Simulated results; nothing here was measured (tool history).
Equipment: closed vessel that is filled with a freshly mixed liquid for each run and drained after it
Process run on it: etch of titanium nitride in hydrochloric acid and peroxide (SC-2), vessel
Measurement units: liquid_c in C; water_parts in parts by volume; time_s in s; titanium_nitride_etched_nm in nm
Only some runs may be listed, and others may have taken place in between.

run,day,liquid_c,water_parts,time_s,titanium_nitride_etched_nm
1,0,60,6.5,1090,60.343
2,0.25,59,6.5,1090,56.523
3,0.571,64,6.5,1090,77.187
4,0.842,64,6.5,1090,77.186
5,1.208,68.5,6.5,1090,102
6,1.275,62.5,6.5,1090,70.325
7,1.642,54.5,6.5,1090,42.238

Run 8 comes next. What will it give?
8,1.808,54,6.5,1090,?

titanium_nitride_etched_nm: 40.987 nm
